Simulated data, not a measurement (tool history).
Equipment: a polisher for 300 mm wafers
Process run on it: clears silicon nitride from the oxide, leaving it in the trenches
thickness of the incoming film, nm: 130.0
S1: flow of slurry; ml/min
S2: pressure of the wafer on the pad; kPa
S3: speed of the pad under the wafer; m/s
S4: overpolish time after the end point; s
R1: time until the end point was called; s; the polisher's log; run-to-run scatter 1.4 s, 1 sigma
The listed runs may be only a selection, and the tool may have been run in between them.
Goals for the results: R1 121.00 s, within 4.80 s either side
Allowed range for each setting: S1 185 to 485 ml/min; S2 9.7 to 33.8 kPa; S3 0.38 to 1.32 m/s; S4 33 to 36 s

| run | day | S1 | S2 | S3 | S4 | R1 |
|---|---|---|---|---|---|---|
| 1 | 0.000 | 310 | 21.4 | 0.84 | 33 | 176.72 |
| 2 | 0.300 | 310 | 23.4 | 0.84 | 33 | 162.74 |
| 3 | 0.325 | 310 | 23.4 | 0.66 | 33 | 206.92 |
| 4 | 0.654 | 310 | 23.4 | 0.66 | 36 | 202.80 |
| 5 | 0.733 | 240 | 23.4 | 0.66 | 36 | 207.51 |
|  | 0.854 | head pressure recalibrated |
| 6 | 0.854 | 240 | 23.4 | 0.50 | 36 | 239.02 |
| 7 | 1.158 | 240 | 26.2 | 0.56 | 36 | 191.07 |
| 8 | 1.404 | 240 | 28.3 | 0.56 | 36 | 183.90 |
| 9 | 1.525 | 240 | 29.6 | 0.60 | 36 | 164.41 |
| 10 | 1.833 | 240 | 30.3 | 0.64 | 36 | 150.45 |

Consider the 4 candidate settings below. Which is the only one whose results all fall within their allowed miss of target?
| A | 2.142 | 250 | 31.7 | 0.72 | 36 | ? |
| B | 2.142 | 310 | 33.8 | 0.70 | 33 | ? |
| C | 2.142 | 275 | 29.0 | 0.58 | 33 | ? |
| D | 2.142 | 285 | 26.9 | 0.82 | 34 | ? |

| move | R1 |
|---|---|
| A | 128.43 |
| B | 122.25 |
| C | 169.40 |
| D | 131.19 |
A: an improvement on the last run, though not all results are within tolerance
B: every result lands within tolerance
C: lands further from the targets than the last run did
D: an improvement on the last run, though not all results are within tolerance
B meets every target.
